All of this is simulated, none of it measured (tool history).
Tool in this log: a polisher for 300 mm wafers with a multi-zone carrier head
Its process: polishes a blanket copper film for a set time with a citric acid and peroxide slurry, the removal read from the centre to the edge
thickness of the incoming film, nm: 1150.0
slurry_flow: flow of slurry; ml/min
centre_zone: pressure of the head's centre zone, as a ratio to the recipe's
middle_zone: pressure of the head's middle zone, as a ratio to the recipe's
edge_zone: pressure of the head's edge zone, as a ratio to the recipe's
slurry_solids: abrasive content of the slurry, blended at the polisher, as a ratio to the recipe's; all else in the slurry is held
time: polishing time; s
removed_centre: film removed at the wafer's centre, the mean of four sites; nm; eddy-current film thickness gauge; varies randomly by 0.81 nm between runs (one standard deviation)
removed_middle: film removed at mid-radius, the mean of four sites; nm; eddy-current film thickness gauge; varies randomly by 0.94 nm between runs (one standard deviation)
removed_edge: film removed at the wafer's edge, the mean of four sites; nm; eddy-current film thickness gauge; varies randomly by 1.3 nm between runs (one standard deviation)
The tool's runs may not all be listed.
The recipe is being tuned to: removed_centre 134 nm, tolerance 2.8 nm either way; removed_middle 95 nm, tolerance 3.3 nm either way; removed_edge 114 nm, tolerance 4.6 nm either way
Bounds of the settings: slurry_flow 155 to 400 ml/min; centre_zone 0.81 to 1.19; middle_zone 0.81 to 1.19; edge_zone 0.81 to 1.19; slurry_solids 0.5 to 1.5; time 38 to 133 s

run    day  slurry_flow  centre_zone  middle_zone  edge_zone  slurry_solids  time  removed_centre  removed_middle  removed_edge
  1      0          255            1            1          1              1    85          205.33          194.61        194.17
  2  0.242          215            1            1          1              1    85           200.1          189.06        187.03
  3   0.45          215            1            1          1            1.1    85          206.19           191.3        191.17
  4  0.596          215            1            1       0.95            1.1    85          203.67          190.81        190.95
  5  0.725          215            1            1       0.95              1    85          199.41          189.93        188.74
  6  0.783          215            1            1       0.95              1    71          167.15           157.6        157.97
  7  1.029          225          1.1          0.9       0.95           0.75    48          117.09          92.381         100.6
     1.171  -- edge zone pressure recalibrated
  8  1.171          245         1.12         0.89       1.01            0.8    48          123.17          95.396        106.15
  9  1.529          260         1.14         0.88       1.04            0.8    48          125.62            92.2        109.96
 10  1.842          275         1.15         0.89       1.04            0.8    48          126.74          95.042        110.03
 11  2.088          280         1.16         0.89       1.05            0.8    48          128.91          95.791        112.46
 12  2.133          285         1.17         0.88       1.05            0.8    48          131.75          93.824        111.29

5 next moves are on the table. One of them brings every result within its allowed miss. Which?
  A  2.179          230         1.15         0.96       1.09              1    46               ?               ?             ?
  B  2.179          325         1.09         0.86       1.04           0.75    50               ?               ?             ?
  C  2.179          325         1.16         0.89       1.09           0.85    46               ?               ?             ?
  D  2.179          265         1.12         0.85       1.19           0.75    50               ?               ?             ?
  E  2.179          330         1.17         0.86       1.09           0.75    49               ?               ?             ?

move  removed_centre  removed_middle  removed_edge
   A          124.95          97.218        112.42
   B          126.67          94.609        116.85
   C          127.31          91.821        112.11
   D          127.09          91.671         120.8
   E          133.52          92.805        116.58
A: the biggest miss grows against the last run
B: the biggest miss grows against the last run
C: the biggest miss grows against the last run
D: the biggest miss grows against the last run
E: in spec on every target
The right move is E.
